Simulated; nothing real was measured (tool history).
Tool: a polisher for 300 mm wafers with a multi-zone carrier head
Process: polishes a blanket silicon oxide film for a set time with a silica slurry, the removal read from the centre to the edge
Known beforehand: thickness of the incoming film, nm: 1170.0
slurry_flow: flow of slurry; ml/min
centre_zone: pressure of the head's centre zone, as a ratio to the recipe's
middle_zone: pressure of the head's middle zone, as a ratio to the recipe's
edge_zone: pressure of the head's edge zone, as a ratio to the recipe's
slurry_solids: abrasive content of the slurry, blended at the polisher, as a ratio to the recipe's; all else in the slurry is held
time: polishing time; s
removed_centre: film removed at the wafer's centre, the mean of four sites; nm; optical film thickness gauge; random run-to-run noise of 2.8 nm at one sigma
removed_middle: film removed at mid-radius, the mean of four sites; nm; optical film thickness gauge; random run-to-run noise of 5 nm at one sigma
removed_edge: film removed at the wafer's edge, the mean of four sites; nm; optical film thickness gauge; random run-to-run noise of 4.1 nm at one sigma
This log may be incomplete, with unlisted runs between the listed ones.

run,day,slurry_flow,centre_zone,middle_zone,edge_zone,slurry_solids,time,removed_centre,removed_middle,removed_edge
1,0,185,1,1,1,1,56,226.73,235.1,231.81
2,0.3,185,1,0.98,1.04,1.1,59,253.44,262.68,261.48
3,0.446,150,1,0.98,1.04,1.1,59,242.99,255.66,256.13
4,0.562,150,1,0.98,0.97,1.1,59,240.18,252.08,248.01
5,0.712,150,1,0.94,1.01,1.2,62,268.8,273.92,279.08
6,1.088,155,0.99,0.91,1.05,1.25,64,284.51,280.63,301.6
7,1.242,160,0.99,0.91,1.08,1.3,65,294.06,294.83,315.8
8,1.4,165,0.99,0.9,1.1,1.35,66,310.98,299.77,332.37
9,1.479,175,0.98,0.9,1.12,1.4,67,320.79,309.18,344.49
10,1.517,175,0.98,0.9,1.13,1.4,68,325.15,308.89,356.48
11,1.675,180,0.98,0.92,1.14,1.4,69,327.22,330.71,361.03
12,1.962,185,0.98,0.91,1.15,1.4,69,330.99,331.61,357.18
13,2.121,180,0.98,0.9,1.15,1.4,70,335.75,320.99,375.06
14,2.4,185,0.98,0.9,1.16,1.4,70,336.96,316.67,369.59

For run 15, what comes out?
15,2.558,185,0.98,0.9,1.16,1.4,70,?,?,?

removed_centre: 336.97 nm
removed_middle: 329.59 nm
removed_edge: 377.76 nm

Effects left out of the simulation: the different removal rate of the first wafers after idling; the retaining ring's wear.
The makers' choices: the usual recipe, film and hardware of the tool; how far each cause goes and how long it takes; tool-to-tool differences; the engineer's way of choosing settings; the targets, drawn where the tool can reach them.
